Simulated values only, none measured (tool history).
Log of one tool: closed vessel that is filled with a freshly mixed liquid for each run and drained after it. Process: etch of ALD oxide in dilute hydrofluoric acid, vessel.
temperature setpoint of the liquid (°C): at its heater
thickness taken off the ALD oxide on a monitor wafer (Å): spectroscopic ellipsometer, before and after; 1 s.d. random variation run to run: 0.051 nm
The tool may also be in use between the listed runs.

run    day  temperature setpoint of the liquid (°C)  parts of water to one part of 49 % hydrofluoric acid (parts by volume)  time in the liquid (s)  thickness taken off the ALD oxide on a monitor wafer (Å)
  1      0                                       21                                                                     250                      90                                                     42.32
  2  0.138                                       21                                                                     195                      90                                                    56.363
  3  0.367                                     19.5                                                                     195                      90                                                    53.742
  4  0.504                                     22.5                                                                     195                      90                                                    60.055
  5  0.575                                     23.5                                                                     185                      90                                                     66.74
  6  0.762                                     24.5                                                                     180                      90                                                    71.465
  7  1.033                                       25                                                                     175                      90                                                    75.216
  8  1.204                                       29                                                                     135                      90                                                    118.95
  9   1.25                                       29                                                                     135                      90                                                    118.62

Predict the results of run 10:
 10  1.421                                     28.5                                                                     135                      90                                                         ?

thickness taken off the ALD oxide on a monitor wafer (Å): 116.08
